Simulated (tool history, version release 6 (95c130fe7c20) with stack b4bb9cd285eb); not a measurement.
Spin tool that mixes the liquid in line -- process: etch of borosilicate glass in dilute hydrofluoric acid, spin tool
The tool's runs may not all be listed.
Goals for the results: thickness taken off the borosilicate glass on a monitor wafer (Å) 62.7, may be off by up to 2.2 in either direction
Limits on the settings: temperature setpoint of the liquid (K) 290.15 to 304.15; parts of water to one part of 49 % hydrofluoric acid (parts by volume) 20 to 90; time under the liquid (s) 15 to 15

run  hour  temperature setpoint of the liquid (K)  parts of water to one part of 49 % hydrofluoric acid (parts by volume)  time under the liquid (s)  thickness taken off the borosilicate glass on a monitor wafer (Å)
  1     0                                  296.15                                                                      50                         15                                                             120.41
  2     8                                  294.65                                                                      55                         15                                                             101.52
  3  10.9                                  296.65                                                                      55                         15                                                              111.9
  4  19.6                                  295.15                                                                      60                         15                                                             94.179
  5  27.3                                  295.15                                                                      55                         15                                                             101.72
  6  33.1                                  297.65                                                                      55                         15                                                             115.66
  7  39.2                                  295.65                                                                      60                         15                                                             95.648
  8  48.2                                  294.15                                                                      60                         15                                                             90.684
  9  51.5                                  293.15                                                                      65                         15                                                             81.965
 10  52.8                                  292.65                                                                      70                         15                                                             72.295
 11    56                                  292.15                                                                      70                         15                                                             70.448
 12  61.8                                  290.15                                                                      70                         15                                                             66.193

4 candidate next runs follow, results not yet known. Just one meets every target within its allowed miss. Identify it.
  A  67.6                                  290.65                                                                      65                         15                                                                  ?
  B  67.6                                  292.15                                                                      70                         15                                                                  ?
  C  67.6                                  291.15                                                                      75                         15                                                                  ?
  D  67.6                                  291.15                                                                      70                         15                                                                  ?

move  thickness taken off the borosilicate glass on a monitor wafer (Å)
   A                                                             72.027
   B                                                             70.893
   C                                                             63.067
   D                                                             67.948
A: misses by more than the last run did
B: misses by more than the last run did
C: in spec on every target
D: misses by more than the last run did
So the answer is move C, the one that meets all the targets.
